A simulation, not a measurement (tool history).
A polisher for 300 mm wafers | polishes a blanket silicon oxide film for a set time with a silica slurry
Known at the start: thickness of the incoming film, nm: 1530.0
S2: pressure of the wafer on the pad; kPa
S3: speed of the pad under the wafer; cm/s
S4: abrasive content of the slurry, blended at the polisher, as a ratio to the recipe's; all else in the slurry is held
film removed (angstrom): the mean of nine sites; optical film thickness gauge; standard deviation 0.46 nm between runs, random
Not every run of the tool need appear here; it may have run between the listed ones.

{"run": 1, "hour": 0.0, "flow of slurry (ml/min)": 205, "S2": 23.4, "S3": 92, "S4": 1, "polishing time (s)": 44, "film removed (angstrom)": 1071.4}
{"run": 2, "hour": 4.1, "flow of slurry (ml/min)": 205, "S2": 23.4, "S3": 92, "S4": 1, "polishing time (s)": 40, "film removed (angstrom)": 994.43}
{"run": 3, "hour": 12.7, "flow of slurry (ml/min)": 170, "S2": 23.4, "S3": 92, "S4": 1, "polishing time (s)": 40, "film removed (angstrom)": 965.06}
{"run": 4, "hour": 21.0, "flow of slurry (ml/min)": 165, "S2": 20, "S3": 92, "S4": 1, "polishing time (s)": 40, "film removed (angstrom)": 849.53}
{"run": 5, "hour": 26.0, "flow of slurry (ml/min)": 165, "S2": 23.4, "S3": 92, "S4": 1, "polishing time (s)": 40, "film removed (angstrom)": 946.28}
{"run": 6, "hour": 26.8, "flow of slurry (ml/min)": 165, "S2": 23.4, "S3": 92, "S4": 1.1, "polishing time (s)": 40, "film removed (angstrom)": 1020.7}
{"run": 7, "hour": 30.3, "flow of slurry (ml/min)": 160, "S2": 20, "S3": 90, "S4": 1.1, "polishing time (s)": 40, "film removed (angstrom)": 872.63}
{"run": 8, "hour": 36.4, "flow of slurry (ml/min)": 155, "S2": 13.1, "S3": 82, "S4": 1.1, "polishing time (s)": 40, "film removed (angstrom)": 604.99}

For run 9, what comes out?
{"run": 9, "hour": 43.5, "flow of slurry (ml/min)": 155, "S2": 12.4, "S3": 82, "S4": 1.1, "polishing time (s)": 40, "film removed (angstrom)": "?"}

{"run 9": {"film removed (angstrom)": 578.5}}
